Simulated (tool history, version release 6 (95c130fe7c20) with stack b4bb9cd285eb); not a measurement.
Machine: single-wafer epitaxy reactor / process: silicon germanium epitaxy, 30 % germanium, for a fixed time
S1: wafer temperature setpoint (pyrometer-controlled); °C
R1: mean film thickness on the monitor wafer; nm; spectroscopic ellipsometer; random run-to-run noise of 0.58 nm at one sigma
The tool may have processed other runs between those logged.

run 1 day=0.000 | S1=615 chamber_pressure_(mTorr)=25000 | R1=81.517
run 2 day=0.329 | S1=617 chamber_pressure_(mTorr)=25100 | R1=84.687
run 3 day=0.458 | S1=619 chamber_pressure_(mTorr)=25200 | R1=87.514
run 4 day=0.538 | S1=619 chamber_pressure_(mTorr)=28600 | R1=90.529
run 5 day=0.879 | S1=619 chamber_pressure_(mTorr)=26100 | R1=87.863
run 6 day=1.200 | S1=613 chamber_pressure_(mTorr)=26100 | R1=79.709
run 7 day=1.425 | S1=616 chamber_pressure_(mTorr)=26200 | R1=83.956
run 8 day=1.642 | S1=618 chamber_pressure_(mTorr)=26300 | R1=87.125
run 9 day=1.950 | S1=620 chamber_pressure_(mTorr)=26400 | R1=89.588

Run 10, settings as shown, results not yet in. Your forecast:
run 10 day=2.212 | S1=621 chamber_pressure_(mTorr)=26500 | R1=?

{"run 10": {"R1": 91.7}}

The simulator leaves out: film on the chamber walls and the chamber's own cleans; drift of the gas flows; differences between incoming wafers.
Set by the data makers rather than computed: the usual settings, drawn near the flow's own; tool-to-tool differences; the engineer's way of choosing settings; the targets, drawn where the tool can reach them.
